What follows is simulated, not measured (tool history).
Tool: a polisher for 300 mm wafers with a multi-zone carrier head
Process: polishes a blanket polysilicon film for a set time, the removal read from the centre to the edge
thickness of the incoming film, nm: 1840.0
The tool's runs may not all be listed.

run    day  flow of slurry (ml/min)  pressure of the head's centre zone  pressure of the head's middle zone  pressure of the head's edge zone  polishing time (s)  film removed at the wafer's centre (angstrom)  film removed at mid-radius (angstrom)  film removed at the wafer's edge (angstrom)
  1  0.000                      250                                1.00                                1.00                              1.00                  45                                         4280.4                                 4172.7                                       4447.2
  2  0.192                      245                                1.01                                0.99                              0.98                  44                                         4310.3                                 4152.9                                       4233.2
  3  0.367                      245                                1.01                                0.99                              0.98                  49                                         4768.7                                 4586.0                                       4687.4
  4  0.742                      305                                1.01                                0.99                              0.98                  49                                         4926.8                                 4675.1                                       4770.1
  5  0.796                      305                                0.97                                0.99                              0.98                  49                                         4620.9                                 4615.9                                       4815.1
  6  0.888                      305                                0.97                                0.97                              0.96                  47                                         4483.4                                 4385.2                                       4573.1
  7  1.042                      305                                0.97                                0.95                              0.94                  46                                         4431.0                                 4297.5                                       4422.8
  8  1.200                      305                                0.97                                0.93                              0.94                  45                                         4310.0                                 4193.1                                       4324.5

Run 9 comes next. What will it give?
  9  1.517                      305                                0.98                                0.91                              0.94                  43                                              ?                                      ?                                            ?

{"run 9": {"film removed at the wafer's centre (angstrom)": 4214.8, "film removed at mid-radius (angstrom)": 3878.7, "film removed at the wafer's edge (angstrom)": 4164.0}}
